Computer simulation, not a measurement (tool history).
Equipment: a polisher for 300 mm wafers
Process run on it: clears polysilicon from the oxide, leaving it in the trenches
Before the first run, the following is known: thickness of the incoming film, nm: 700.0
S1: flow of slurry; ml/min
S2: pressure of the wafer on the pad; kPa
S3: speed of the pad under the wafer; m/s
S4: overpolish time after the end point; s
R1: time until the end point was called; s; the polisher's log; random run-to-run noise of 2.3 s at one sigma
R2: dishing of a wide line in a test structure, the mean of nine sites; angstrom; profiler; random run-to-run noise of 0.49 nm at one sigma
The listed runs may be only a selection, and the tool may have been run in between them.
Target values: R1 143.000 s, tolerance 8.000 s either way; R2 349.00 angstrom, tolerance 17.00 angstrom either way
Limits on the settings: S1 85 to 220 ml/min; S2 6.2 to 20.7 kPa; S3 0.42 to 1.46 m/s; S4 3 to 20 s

{"run": 1, "day": 0.0, "S1": 140, "S2": 13.1, "S3": 0.94, "S4": 10, "R1": 83.03, "R2": 421.37}
{"run": 2, "day": 0.367, "S1": 125, "S2": 13.1, "S3": 0.94, "S4": 10, "R1": 81.67, "R2": 420.0}
{"run": 3, "day": 0.5, "S1": 125, "S2": 12.4, "S3": 0.94, "S4": 10, "R1": 88.729, "R2": 405.04}
{"run": 4, "day": 0.833, "S1": 125, "S2": 12.4, "S3": 0.94, "S4": 12, "R1": 89.324, "R2": 431.61}
{"run": 5, "day": 1.046, "S1": 125, "S2": 15.2, "S3": 0.94, "S4": 12, "R1": 73.559, "R2": 463.38}
{"run": 6, "day": 1.271, "S1": 125, "S2": 14.5, "S3": 0.94, "S4": 12, "R1": 77.516, "R2": 467.63}
{"run": 7, "day": 1.371, "S1": 120, "S2": 10.3, "S3": 0.86, "S4": 9, "R1": 110.34, "R2": 331.35}
{"run": 8, "day": 1.654, "S1": 120, "S2": 9.7, "S3": 0.86, "S4": 10, "R1": 119.14, "R2": 349.91}

Exercise: of the 4 proposed moves below, exactly one satisfies all targets within the stated allowed misses. Which move is it?
{"run": "A", "day": 1.938, "S1": 130, "S2": 9.7, "S3": 0.7, "S4": 12, "R1": "?", "R2": "?"}
{"run": "B", "day": 1.938, "S1": 100, "S2": 9.7, "S3": 0.82, "S4": 10, "R1": "?", "R2": "?"}
{"run": "C", "day": 1.938, "S1": 125, "S2": 11.7, "S3": 0.9, "S4": 8, "R1": "?", "R2": "?"}
{"run": "D", "day": 1.938, "S1": 105, "S2": 10.3, "S3": 0.94, "S4": 9, "R1": "?", "R2": "?"}

move=A R1=141.030 R2=354.47
move=B R1=127.080 R2=339.19
move=C R1=95.962 R2=350.48
move=D R1=105.330 R2=355.30
A: hits every target within its allowed miss
B: an improvement on the last run, though not all results are within tolerance
C: misses by more than the last run did
D: misses by more than the last run did
A meets every target.
